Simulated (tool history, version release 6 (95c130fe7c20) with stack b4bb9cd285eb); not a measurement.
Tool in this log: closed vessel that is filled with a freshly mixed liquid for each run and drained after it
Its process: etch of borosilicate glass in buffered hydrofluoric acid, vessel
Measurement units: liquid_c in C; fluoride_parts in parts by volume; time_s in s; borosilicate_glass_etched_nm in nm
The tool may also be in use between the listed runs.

run 1 hour=0.0 | liquid_c=24.0 fluoride_parts=12.0 time_s=95 | borosilicate_glass_etched_nm=110.840
run 2 hour=6.1 | liquid_c=22.0 fluoride_parts=12.0 time_s=95 | borosilicate_glass_etched_nm=99.573
run 3 hour=7.1 | liquid_c=24.0 fluoride_parts=10.5 time_s=95 | borosilicate_glass_etched_nm=127.580
run 4 hour=11.1 | liquid_c=26.0 fluoride_parts=9.5 time_s=95 | borosilicate_glass_etched_nm=152.330
run 5 hour=19.0 | liquid_c=27.5 fluoride_parts=9.0 time_s=95 | borosilicate_glass_etched_nm=172.450
run 6 hour=22.0 | liquid_c=30.0 fluoride_parts=9.0 time_s=95 | borosilicate_glass_etched_nm=196.740

Run 7 comes next. What will it give?
run 7 hour=23.7 | liquid_c=30.5 fluoride_parts=8.5 time_s=95 | borosilicate_glass_etched_nm=?

Logged for run 7: borosilicate_glass_etched_nm 214.220 nm.

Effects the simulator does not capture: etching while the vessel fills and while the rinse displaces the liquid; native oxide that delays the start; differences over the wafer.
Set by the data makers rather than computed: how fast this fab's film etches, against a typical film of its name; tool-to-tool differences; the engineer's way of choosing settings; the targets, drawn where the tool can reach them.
